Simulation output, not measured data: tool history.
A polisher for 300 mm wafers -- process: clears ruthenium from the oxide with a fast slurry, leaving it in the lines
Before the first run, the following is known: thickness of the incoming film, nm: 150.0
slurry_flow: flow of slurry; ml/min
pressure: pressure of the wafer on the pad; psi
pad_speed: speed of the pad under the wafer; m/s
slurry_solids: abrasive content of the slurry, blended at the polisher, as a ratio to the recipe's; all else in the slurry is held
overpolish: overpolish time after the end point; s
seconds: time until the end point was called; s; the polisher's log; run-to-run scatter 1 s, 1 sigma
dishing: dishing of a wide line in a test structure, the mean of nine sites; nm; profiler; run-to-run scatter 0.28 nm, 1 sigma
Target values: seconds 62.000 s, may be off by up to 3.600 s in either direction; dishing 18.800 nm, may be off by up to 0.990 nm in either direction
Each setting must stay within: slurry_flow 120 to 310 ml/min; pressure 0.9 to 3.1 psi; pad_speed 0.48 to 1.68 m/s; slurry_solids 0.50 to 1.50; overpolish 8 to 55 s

run 1 hour=0.0 | slurry_flow=200 pressure=2.0 pad_speed=1.08 slurry_solids=1.00 overpolish=28 | seconds=55.354 dishing=30.403
run 2 hour=6.3 | slurry_flow=200 pressure=1.9 pad_speed=1.08 slurry_solids=1.00 overpolish=22 | seconds=57.042 dishing=26.866
run 3 hour=10.8 | slurry_flow=200 pressure=1.9 pad_speed=1.08 slurry_solids=1.10 overpolish=22 | seconds=55.098 dishing=27.635
run 4 hour=14.2 | slurry_flow=200 pressure=1.9 pad_speed=1.08 slurry_solids=1.10 overpolish=10 | seconds=54.589 dishing=18.005
run 5 hour=16.6 | slurry_flow=200 pressure=1.8 pad_speed=1.08 slurry_solids=1.10 overpolish=11 | seconds=55.840 dishing=18.670
run 6 hour=17.2 | slurry_flow=200 pressure=1.7 pad_speed=1.08 slurry_solids=1.10 overpolish=11 | seconds=58.108 dishing=18.443
run 7 hour=18.2 | slurry_flow=200 pressure=1.6 pad_speed=1.08 slurry_solids=1.10 overpolish=15 | seconds=61.084 dishing=22.127
run 8 hour=26.9 | slurry_flow=200 pressure=1.7 pad_speed=1.00 slurry_solids=1.10 overpolish=9 | seconds=61.928 dishing=14.984
run 9 hour=31.3 | slurry_flow=200 pressure=1.7 pad_speed=1.00 slurry_solids=1.10 overpolish=9 | seconds=61.582 dishing=15.340
run 10 hour=35.1 | slurry_flow=200 pressure=1.7 pad_speed=1.00 slurry_solids=1.10 overpolish=23 | seconds=61.232 dishing=26.915
run 11 hour=42.1 | slurry_flow=200 pressure=1.8 pad_speed=0.92 slurry_solids=1.10 overpolish=22 | seconds=66.540 dishing=26.195
run 12 hour=51.2 | slurry_flow=200 pressure=1.9 pad_speed=0.92 slurry_solids=1.05 overpolish=20 | seconds=62.740 dishing=24.818
run 13 hour=56.9 | slurry_flow=195 pressure=1.9 pad_speed=0.96 slurry_solids=1.00 overpolish=18 | seconds=64.031 dishing=23.121
run 14 hour=63.8 | slurry_flow=205 pressure=1.9 pad_speed=0.96 slurry_solids=1.00 overpolish=17 | seconds=63.817 dishing=23.164
run 15 hour=65.2 | slurry_flow=190 pressure=1.9 pad_speed=0.96 slurry_solids=1.00 overpolish=17 | seconds=63.815 dishing=22.610
run 16 hour=72.2 | slurry_flow=195 pressure=1.9 pad_speed=0.96 slurry_solids=1.00 overpolish=16 | seconds=63.695 dishing=22.204
run 17 hour=77.5 | slurry_flow=195 pressure=1.9 pad_speed=0.96 slurry_solids=1.05 overpolish=15 | seconds=63.251 dishing=21.303
run 18 hour=83.8 | slurry_flow=200 pressure=1.9 pad_speed=0.96 slurry_solids=1.05 overpolish=14 | seconds=62.490 dishing=21.120
run 19 hour=87.0 | slurry_flow=195 pressure=1.9 pad_speed=0.98 slurry_solids=1.05 overpolish=14 | seconds=61.962 dishing=20.839
run 20 hour=96.0 | slurry_flow=200 pressure=1.9 pad_speed=0.98 slurry_solids=1.05 overpolish=14 | seconds=59.595 dishing=21.058
run 21 hour=102.9 | slurry_flow=195 pressure=1.9 pad_speed=1.00 slurry_solids=1.05 overpolish=13 | seconds=61.308 dishing=20.790
run 22 hour=109.4 | slurry_flow=200 pressure=1.9 pad_speed=1.00 slurry_solids=1.05 overpolish=13 | seconds=59.195 dishing=19.978

Next run, 4 choices. One meets every target within its allowed miss, the rest don't. Which?
run A hour=115.9 | slurry_flow=235 pressure=1.8 pad_speed=1.04 slurry_solids=1.25 overpolish=11 | seconds=? dishing=?
run B hour=115.9 | slurry_flow=155 pressure=1.7 pad_speed=0.90 slurry_solids=1.05 overpolish=14 | seconds=? dishing=?
run C hour=115.9 | slurry_flow=200 pressure=2.0 pad_speed=1.02 slurry_solids=1.15 overpolish=14 | seconds=? dishing=?
run D hour=115.9 | slurry_flow=135 pressure=2.0 pad_speed=0.94 slurry_solids=1.10 overpolish=12 | seconds=? dishing=?

move=A seconds=55.207 dishing=19.812
move=B seconds=72.659 dishing=19.380
move=C seconds=55.283 dishing=22.961
move=D seconds=63.156 dishing=19.200
A: misses by more than the last run did
B: corrects the largest miss of the last run, while another result sits out of spec
C: misses by more than the last run did
D: hits every target within its allowed miss
Correct choice: D, which meets every target

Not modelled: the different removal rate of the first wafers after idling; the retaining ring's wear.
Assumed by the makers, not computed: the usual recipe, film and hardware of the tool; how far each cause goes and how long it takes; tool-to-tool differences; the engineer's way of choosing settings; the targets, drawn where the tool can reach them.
